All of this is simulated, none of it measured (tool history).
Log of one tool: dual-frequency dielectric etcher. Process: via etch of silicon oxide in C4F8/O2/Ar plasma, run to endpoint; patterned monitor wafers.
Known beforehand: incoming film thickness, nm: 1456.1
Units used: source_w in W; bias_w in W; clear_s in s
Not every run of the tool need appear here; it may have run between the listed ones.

| run | hour | source_w | bias_w | clear_s |
|---|---|---|---|---|
| 1 | 0 | 2600 | 2194 | 251.51 |
| 2 | 7.9 | 2600 | 1959 | 259.26 |
| 3 | 8.7 | 2600 | 2173 | 252.58 |
| 4 | 11 | 3010 | 2173 | 240.1 |
| 5 | 17.3 | 2660 | 1965 | 257.19 |
| 6 | 23.1 | 2400 | 1822 | 268.96 |
|  | 29.1 | source power generator calibrated |
| 7 | 29.1 | 2190 | 1695 | 287.22 |
| 8 | 31.1 | 2070 | 1669 | 293.15 |

Run 9, settings as shown, results not yet in. Your forecast:
| 9 | 38.5 | 1980 | 1649 | ? |

{"run 9": {"clear_s": 300.47}}
